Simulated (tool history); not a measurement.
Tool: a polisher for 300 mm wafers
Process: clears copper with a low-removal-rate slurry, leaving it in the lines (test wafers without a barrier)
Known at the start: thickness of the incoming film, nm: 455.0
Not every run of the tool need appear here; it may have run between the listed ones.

run    day  flow of slurry (ml/min)  pressure of the wafer on the pad (psi)  speed of the pad under the wafer (cm/s)  abrasive content of the slurry  overpolish time after the end point (s)  time until the end point was called (s)  dishing of a wide line in a test structure (nm)
  1      0                      180                                     4.1                                      132                               1                                       20                                    77.88                                           74.132
  2  0.204                      185                                     3.8                                      128                               1                                       18                                    84.44                                           65.772
  3  0.296                      185                                     3.3                                      128                               1                                       18                                    98.23                                           56.042
  4  0.654                      185                                     2.9                                      128                               1                                       18                                   111.26                                           51.045
  5  0.862                      185                                     2.9                                      112                               1                                       18                                   122.84                                           46.285
  6  1.154                      185                                     2.9                                      112                               1                                       22                                   121.65                                           54.896
  7  1.188                      175                                     2.8                                      112                            1.05                                       20                                      127                                           49.186
  8  1.279                      190                                     2.7                                      112                               1                                       18                                   132.28                                           44.661

Run 9 comes next. What will it give?
  9  1.367                      180                                     2.6                                      112                            1.05                                       16                                        ?                                                ?

Run 9 gave time until the end point was called (s) 136.1, dishing of a wide line in a test structure (nm) 38.654.

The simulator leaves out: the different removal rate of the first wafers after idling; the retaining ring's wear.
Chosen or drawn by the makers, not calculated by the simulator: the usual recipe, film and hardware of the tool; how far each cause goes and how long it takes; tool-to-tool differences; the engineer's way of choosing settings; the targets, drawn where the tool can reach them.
